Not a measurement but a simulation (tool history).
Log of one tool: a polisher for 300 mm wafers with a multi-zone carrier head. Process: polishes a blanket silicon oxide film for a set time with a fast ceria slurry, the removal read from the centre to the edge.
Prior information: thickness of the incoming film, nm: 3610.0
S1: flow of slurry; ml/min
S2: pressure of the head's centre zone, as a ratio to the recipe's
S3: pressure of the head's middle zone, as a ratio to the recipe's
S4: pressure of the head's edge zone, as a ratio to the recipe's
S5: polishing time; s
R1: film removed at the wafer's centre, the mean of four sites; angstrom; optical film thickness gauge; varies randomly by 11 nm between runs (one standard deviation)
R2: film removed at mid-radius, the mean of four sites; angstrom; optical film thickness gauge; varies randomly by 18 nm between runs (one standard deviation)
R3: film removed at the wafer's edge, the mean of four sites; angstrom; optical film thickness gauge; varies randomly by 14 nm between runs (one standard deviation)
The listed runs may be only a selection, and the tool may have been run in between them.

run,hour,S1,S2,S3,S4,S5,R1,R2,R3
1,0.0,250,1.00,1.00,1.00,69,13481,14022,12796
2,1.8,250,1.00,1.00,0.95,69,13435,13867,12202
3,7.2,250,1.00,1.06,0.95,69,13393,14278,12559
4,15.4,240,0.97,1.03,0.98,68,12870,13936,12414
5,20.5,235,0.94,1.00,1.01,67,12349,13341,12189
6,22.8,230,0.92,0.99,1.03,66,11876,13373,12229
7,29.9,230,0.92,0.99,1.03,66,11870,12577,12144
8,33.5,225,0.90,1.00,1.03,66,11618,13132,12348

The next listed run, before its measurement:
9,38.9,220,0.89,0.99,1.03,66,?,?,?

Run 9 came out at R1 11555 angstrom, R2 12755 angstrom, R3 12400 angstrom.
